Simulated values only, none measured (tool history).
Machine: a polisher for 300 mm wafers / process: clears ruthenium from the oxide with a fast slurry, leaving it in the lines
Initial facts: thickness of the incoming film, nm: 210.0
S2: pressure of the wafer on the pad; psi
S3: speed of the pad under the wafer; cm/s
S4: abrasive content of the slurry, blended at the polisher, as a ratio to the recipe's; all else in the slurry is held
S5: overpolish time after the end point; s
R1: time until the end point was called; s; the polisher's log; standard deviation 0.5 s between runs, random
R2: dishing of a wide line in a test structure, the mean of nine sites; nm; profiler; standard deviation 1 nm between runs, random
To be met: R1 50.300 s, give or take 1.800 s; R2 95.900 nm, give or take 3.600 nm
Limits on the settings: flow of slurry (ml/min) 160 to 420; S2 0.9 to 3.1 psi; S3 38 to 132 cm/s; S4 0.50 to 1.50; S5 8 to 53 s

Run 1, hour 0.0: flow of slurry (ml/min) 270, S2 2.0 psi, S3 84 cm/s, S4 1.00, S5 27 s. Result: R1 72.558 s, R2 57.050 nm.
Run 2, hour 4.1: flow of slurry (ml/min) 270, S2 2.0 psi, S3 92 cm/s, S4 1.00, S5 27 s. Result: R1 67.862 s, R2 61.011 nm.
Run 3, hour 6.7: flow of slurry (ml/min) 270, S2 2.1 psi, S3 92 cm/s, S4 1.00, S5 28 s. Result: R1 64.726 s, R2 64.467 nm.
Run 4, hour 13.4: flow of slurry (ml/min) 270, S2 2.1 psi, S3 92 cm/s, S4 1.00, S5 38 s. Result: R1 63.367 s, R2 79.792 nm.
Run 5, hour 14.9: flow of slurry (ml/min) 270, S2 2.1 psi, S3 92 cm/s, S4 1.20, S5 38 s. Result: R1 59.364 s, R2 84.876 nm.
Run 6, hour 21.0: flow of slurry (ml/min) 270, S2 2.1 psi, S3 70 cm/s, S4 1.20, S5 38 s. Result: R1 78.919 s, R2 69.284 nm.
Run 7, hour 28.0: flow of slurry (ml/min) 270, S2 2.2 psi, S3 70 cm/s, S4 1.20, S5 38 s. Result: R1 74.221 s, R2 73.694 nm.
Run 8, hour 34.6: flow of slurry (ml/min) 270, S2 2.3 psi, S3 70 cm/s, S4 1.20, S5 38 s. Result: R1 71.244 s, R2 74.456 nm.
Run 9, hour 38.9: flow of slurry (ml/min) 270, S2 2.4 psi, S3 70 cm/s, S4 1.20, S5 38 s. Result: R1 67.822 s, R2 77.713 nm.
Run 10, hour 46.5: flow of slurry (ml/min) 270, S2 2.5 psi, S3 70 cm/s, S4 1.20, S5 38 s. Result: R1 65.782 s, R2 79.434 nm.
Run 11, hour 50.2: flow of slurry (ml/min) 270, S2 2.6 psi, S3 70 cm/s, S4 1.20, S5 38 s. Result: R1 62.554 s, R2 82.136 nm.
Run 12, hour 59.0: flow of slurry (ml/min) 270, S2 2.7 psi, S3 70 cm/s, S4 1.20, S5 38 s. Result: R1 59.768 s, R2 83.165 nm.
Run 13, hour 66.4: flow of slurry (ml/min) 275, S2 2.9 psi, S3 70 cm/s, S4 1.20, S5 39 s. Result: R1 56.727 s, R2 90.526 nm.
Run 14, hour 71.5: flow of slurry (ml/min) 275, S2 3.0 psi, S3 72 cm/s, S4 1.20, S5 38 s. Result: R1 53.668 s, R2 92.596 nm.

Exactly one of the 5 candidate moves below puts every result within its allowed miss. Which one?
Run A, hour 76.6: flow of slurry (ml/min) 285, S2 3.1 psi, S3 80 cm/s, S4 1.00, S5 45 s. Result: R1 ?, R2 ?.
Run B, hour 76.6: flow of slurry (ml/min) 280, S2 3.1 psi, S3 80 cm/s, S4 1.25, S5 33 s. Result: R1 ?, R2 ?.
Run C, hour 76.6: flow of slurry (ml/min) 255, S2 3.1 psi, S3 70 cm/s, S4 1.10, S5 41 s. Result: R1 ?, R2 ?.
Run D, hour 76.6: flow of slurry (ml/min) 325, S2 3.0 psi, S3 74 cm/s, S4 1.00, S5 37 s. Result: R1 ?, R2 ?.
Run E, hour 76.6: flow of slurry (ml/min) 225, S2 3.1 psi, S3 78 cm/s, S4 1.10, S5 38 s. Result: R1 ?, R2 ?.

move      R1       R2
   A  49.749  107.150
   B  45.869   92.703
   C  55.252   94.623
   D  54.711   88.905
   E  50.554   95.426
A: meets the target for the result that was furthest off, but another lies outside its allowed miss
B: takes the biggest miss from the last run beyond its target
C: further off than the last run
D: further off than the last run
E: all results land within tolerance of their targets
Correct choice: E, which meets every target

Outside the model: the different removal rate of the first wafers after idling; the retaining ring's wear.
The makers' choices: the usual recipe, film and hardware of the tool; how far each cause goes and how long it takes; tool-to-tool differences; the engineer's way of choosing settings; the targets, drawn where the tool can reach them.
